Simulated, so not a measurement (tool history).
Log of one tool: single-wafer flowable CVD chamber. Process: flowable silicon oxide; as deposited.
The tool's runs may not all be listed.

| run | day | heater temperature setpoint (deg C) | chamber pressure (Pa) | RF power (kW) | deposition time (s) | mean film thickness on the monitor wafer (Å) |
|---|---|---|---|---|---|---|
| 1 | 0.000 | 105 | 147 | 1.640 | 1163 | 8971.2 |
| 2 | 0.183 | 104 | 147 | 1.640 | 1163 | 9144.4 |
| 3 | 0.483 | 110 | 147 | 1.640 | 1163 | 7697.8 |
| 4 | 0.688 | 110 | 157 | 1.640 | 1163 | 8197.7 |
| 5 | 0.729 | 105 | 157 | 1.640 | 1163 | 9491.7 |
| 6 | 0.846 | 105 | 157 | 1.640 | 1200 | 9842.8 |
| 7 | 1.025 | 105 | 157 | 1.640 | 1200 | 9814.4 |

What will run 8 give?
| 8 | 1.346 | 104 | 157 | 1.640 | 1200 | ? |

{"run 8": {"mean film thickness on the monitor wafer (Å)": 10216.0}}
